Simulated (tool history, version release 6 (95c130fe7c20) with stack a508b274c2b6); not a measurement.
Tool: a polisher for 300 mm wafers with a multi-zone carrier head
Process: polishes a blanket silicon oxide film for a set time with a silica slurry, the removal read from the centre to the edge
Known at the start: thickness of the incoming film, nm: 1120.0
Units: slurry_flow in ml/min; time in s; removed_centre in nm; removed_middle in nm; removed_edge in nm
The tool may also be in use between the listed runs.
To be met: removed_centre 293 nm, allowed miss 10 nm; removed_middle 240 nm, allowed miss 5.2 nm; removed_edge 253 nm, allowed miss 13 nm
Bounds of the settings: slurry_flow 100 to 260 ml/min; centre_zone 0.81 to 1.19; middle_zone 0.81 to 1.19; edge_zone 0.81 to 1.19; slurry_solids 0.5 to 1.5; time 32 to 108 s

{"run": 1, "hour": 0.0, "slurry_flow": 165, "centre_zone": 1, "middle_zone": 1, "edge_zone": 1, "slurry_solids": 1, "time": 70, "removed_centre": 265.68, "removed_middle": 263.24, "removed_edge": 263.36}
{"run": 2, "hour": 7.4, "slurry_flow": 165, "centre_zone": 1, "middle_zone": 1, "edge_zone": 0.96, "slurry_solids": 1, "time": 70, "removed_centre": 262.02, "removed_middle": 266.59, "removed_edge": 253.63}
{"run": 3, "hour": 15.1, "slurry_flow": 160, "centre_zone": 1.02, "middle_zone": 0.99, "edge_zone": 0.96, "slurry_solids": 1, "time": 70, "removed_centre": 268.23, "removed_middle": 262.06, "removed_edge": 255.45}
{"run": 4, "hour": 21.5, "slurry_flow": 160, "centre_zone": 1.02, "middle_zone": 0.95, "edge_zone": 0.96, "slurry_solids": 1, "time": 70, "removed_centre": 274.1, "removed_middle": 252.83, "removed_edge": 253.56}
{"run": 5, "hour": 24.0, "slurry_flow": 160, "centre_zone": 1.02, "middle_zone": 0.95, "edge_zone": 0.96, "slurry_solids": 1.15, "time": 70, "removed_centre": 295.82, "removed_middle": 274.98, "removed_edge": 277.81}
{"run": 6, "hour": 29.8, "slurry_flow": 160, "centre_zone": 1.02, "middle_zone": 0.95, "edge_zone": 0.96, "slurry_solids": 1.15, "time": 86, "removed_centre": 366.63, "removed_middle": 340.92, "removed_edge": 336.61}
{"run": 7, "hour": 33.8, "slurry_flow": 160, "centre_zone": 1.02, "middle_zone": 0.95, "edge_zone": 0.96, "slurry_solids": 1.15, "time": 86, "removed_centre": 363.27, "removed_middle": 337.63, "removed_edge": 336.73}
{"run": 8, "hour": 40.3, "slurry_flow": 155, "centre_zone": 1.02, "middle_zone": 0.93, "edge_zone": 0.95, "slurry_solids": 1.1, "time": 86, "removed_centre": 352.09, "removed_middle": 325.32, "removed_edge": 329.13}
{"run": 9, "hour": 40.9, "slurry_flow": 155, "centre_zone": 1.03, "middle_zone": 0.91, "edge_zone": 0.93, "slurry_solids": 1.05, "time": 86, "removed_centre": 351.83, "removed_middle": 308.52, "removed_edge": 320.27}
{"run": 10, "hour": 47.2, "slurry_flow": 155, "centre_zone": 1.03, "middle_zone": 0.9, "edge_zone": 0.91, "slurry_solids": 1, "time": 86, "removed_centre": 331.32, "removed_middle": 297.33, "removed_edge": 308.33}
{"run": 11, "hour": 52.5, "slurry_flow": 155, "centre_zone": 1.04, "middle_zone": 0.89, "edge_zone": 0.89, "slurry_solids": 0.95, "time": 86, "removed_centre": 328.39, "removed_middle": 279.73, "removed_edge": 297.19}
{"run": 12, "hour": 54.3, "slurry_flow": 155, "centre_zone": 1.05, "middle_zone": 0.89, "edge_zone": 0.88, "slurry_solids": 0.9, "time": 86, "removed_centre": 314.05, "removed_middle": 273.08, "removed_edge": 285.52}
{"run": 13, "hour": 60.4, "slurry_flow": 155, "centre_zone": 1.05, "middle_zone": 0.89, "edge_zone": 0.88, "slurry_solids": 0.9, "time": 86, "removed_centre": 318.05, "removed_middle": 273.71, "removed_edge": 276.76}
{"run": 14, "hour": 64.8, "slurry_flow": 150, "centre_zone": 1.05, "middle_zone": 0.88, "edge_zone": 0.87, "slurry_solids": 0.9, "time": 86, "removed_centre": 313.15, "removed_middle": 269.17, "removed_edge": 273.94}
{"run": 15, "hour": 72.9, "slurry_flow": 110, "centre_zone": 1.06, "middle_zone": 0.81, "edge_zone": 0.81, "slurry_solids": 0.85, "time": 86, "removed_centre": 286.89, "removed_middle": 228.94, "removed_edge": 252.91}

5 next moves are on the table. One of them brings every result within its allowed miss. Which?
{"run": "A", "hour": 81.0, "slurry_flow": 100, "centre_zone": 0.99, "middle_zone": 0.88, "edge_zone": 0.86, "slurry_solids": 0.85, "time": 90, "removed_centre": "?", "removed_middle": "?", "removed_edge": "?"}
{"run": "B", "hour": 81.0, "slurry_flow": 110, "centre_zone": 1.08, "middle_zone": 0.87, "edge_zone": 0.81, "slurry_solids": 0.8, "time": 93, "removed_centre": "?", "removed_middle": "?", "removed_edge": "?"}
{"run": "C", "hour": 81.0, "slurry_flow": 120, "centre_zone": 1.09, "middle_zone": 0.86, "edge_zone": 0.81, "slurry_solids": 0.9, "time": 78, "removed_centre": "?", "removed_middle": "?", "removed_edge": "?"}
{"run": "D", "hour": 81.0, "slurry_flow": 100, "centre_zone": 1.06, "middle_zone": 0.82, "edge_zone": 0.88, "slurry_solids": 0.85, "time": 85, "removed_centre": "?", "removed_middle": "?", "removed_edge": "?"}
{"run": "E", "hour": 81.0, "slurry_flow": 140, "centre_zone": 1.05, "middle_zone": 0.83, "edge_zone": 0.81, "slurry_solids": 0.95, "time": 78, "removed_centre": "?", "removed_middle": "?", "removed_edge": "?"}

move=A removed_centre=276.25 removed_middle=255.59 removed_edge=264.13
move=B removed_centre=298.14 removed_middle=251.11 removed_edge=255.78
move=C removed_centre=282.82 removed_middle=233.51 removed_edge=239.33
move=D removed_centre=278.19 removed_middle=227.71 removed_edge=251.65
move=E removed_centre=291.05 removed_middle=241.24 removed_edge=253.11
A: takes the result that was furthest off past its target
B: takes the result that was furthest off past its target
C: nearer than the last run, and not there yet
D: further off than the last run
E: meets every target
Answer: E
